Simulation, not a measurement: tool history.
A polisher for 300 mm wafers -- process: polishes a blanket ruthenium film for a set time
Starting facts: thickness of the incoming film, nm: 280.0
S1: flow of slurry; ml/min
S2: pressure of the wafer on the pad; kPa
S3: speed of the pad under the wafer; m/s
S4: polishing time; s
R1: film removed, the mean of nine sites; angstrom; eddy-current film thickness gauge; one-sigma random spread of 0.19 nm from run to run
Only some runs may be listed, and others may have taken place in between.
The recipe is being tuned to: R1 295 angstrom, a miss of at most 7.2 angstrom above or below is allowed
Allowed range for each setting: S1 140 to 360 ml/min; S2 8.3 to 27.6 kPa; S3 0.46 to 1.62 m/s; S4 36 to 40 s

run 1 hour=0 | S1=230 S2=17.9 S3=1.04 S4=40 | R1=468.54
run 2 hour=2.2 | S1=225 S2=16.5 S3=1.04 S4=40 | R1=436.99
run 3 hour=3.6 | S1=175 S2=16.5 S3=1.04 S4=40 | R1=415.07
run 4 hour=11.7 | S1=175 S2=12.4 S3=1.04 S4=40 | R1=316.95
-- hour=15.9 head pressure recalibrated
run 5 hour=15.9 | S1=215 S2=12.4 S3=1.04 S4=40 | R1=365.45
run 6 hour=17.9 | S1=215 S2=12.4 S3=1.04 S4=40 | R1=365.09
run 7 hour=21.5 | S1=200 S2=12.4 S3=1.04 S4=40 | R1=360.35
run 8 hour=25.6 | S1=190 S2=11.7 S3=1.04 S4=40 | R1=341.61

Which single option among these 4 for the next run brings every result within its allowed miss of target? Just one does.
run A hour=29.7 | S1=215 S2=15.2 S3=0.6 S4=40 | R1=?
run B hour=29.7 | S1=210 S2=11.7 S3=1.14 S4=40 | R1=?
run C hour=29.7 | S1=225 S2=9.7 S3=1.44 S4=40 | R1=?
run D hour=29.7 | S1=185 S2=10.3 S3=1 S4=37 | R1=?

move=A R1=292.94
move=B R1=371.74
move=C R1=378.39
move=D R1=270.42
A: each result inside its tolerance
B: misses by more than the last run did
C: misses by more than the last run did
D: the result that was furthest off in the last run now lies on the other side of its target
So the answer is move A, the one that meets all the targets.

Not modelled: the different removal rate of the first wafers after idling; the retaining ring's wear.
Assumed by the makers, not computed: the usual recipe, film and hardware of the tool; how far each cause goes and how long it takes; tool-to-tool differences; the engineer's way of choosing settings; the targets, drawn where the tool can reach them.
